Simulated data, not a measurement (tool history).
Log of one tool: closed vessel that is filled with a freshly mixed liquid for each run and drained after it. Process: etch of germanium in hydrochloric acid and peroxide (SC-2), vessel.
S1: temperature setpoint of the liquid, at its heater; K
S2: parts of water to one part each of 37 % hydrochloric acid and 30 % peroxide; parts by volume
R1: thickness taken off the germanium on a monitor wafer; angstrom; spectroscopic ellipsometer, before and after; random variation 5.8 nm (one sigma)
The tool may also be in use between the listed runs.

{"run": 1, "day": 0.0, "S1": 332.15, "S2": 10.5, "time in the liquid (s)": 100, "R1": 4763.8}
{"run": 2, "day": 0.212, "S1": 333.65, "S2": 10.5, "time in the liquid (s)": 100, "R1": 5030.8}
{"run": 3, "day": 0.3, "S1": 340.15, "S2": 10.5, "time in the liquid (s)": 100, "R1": 6001.6}
{"run": 4, "day": 0.404, "S1": 340.15, "S2": 10.5, "time in the liquid (s)": 100, "R1": 5932.2}
{"run": 5, "day": 0.529, "S1": 335.65, "S2": 10.5, "time in the liquid (s)": 100, "R1": 5129.8}
{"day": 0.829, "done": "chemicals flow meter replaced"}
{"run": 6, "day": 0.829, "S1": 335.65, "S2": 13.5, "time in the liquid (s)": 100, "R1": 5115.6}

Forecast run 7:
{"run": 7, "day": 0.896, "S1": 336.65, "S2": 13.5, "time in the liquid (s)": 100, "R1": "?"}

Run 7 gave R1 5205.0 angstrom.
